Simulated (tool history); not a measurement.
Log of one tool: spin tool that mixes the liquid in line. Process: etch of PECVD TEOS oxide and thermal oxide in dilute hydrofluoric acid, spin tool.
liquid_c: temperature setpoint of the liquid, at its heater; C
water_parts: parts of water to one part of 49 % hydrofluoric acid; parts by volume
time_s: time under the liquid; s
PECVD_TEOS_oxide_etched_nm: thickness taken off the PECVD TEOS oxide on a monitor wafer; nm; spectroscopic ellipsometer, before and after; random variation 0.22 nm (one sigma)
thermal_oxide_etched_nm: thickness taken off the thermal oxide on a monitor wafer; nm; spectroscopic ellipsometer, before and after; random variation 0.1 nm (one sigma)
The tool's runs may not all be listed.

run  hour  liquid_c  water_parts  time_s  PECVD_TEOS_oxide_etched_nm  thermal_oxide_etched_nm
  1     0        21           90     180                      15.094                    8.822
  2   1.8        21          105     180                      12.633                   7.4983
  3   5.2        21           75     180                      18.317                   10.788
  4  13.9      23.5           75     180                      20.588                   11.925
  5  16.3      23.5           75     260                      29.429                   16.997
  6    17      22.5           75     260                      28.402                   16.532

Run 7 comes next. What will it give?
  7  25.1      21.5           75     260                           ?                        ?

Run 7 gave PECVD_TEOS_oxide_etched_nm 27.393 nm, thermal_oxide_etched_nm 15.855 nm.
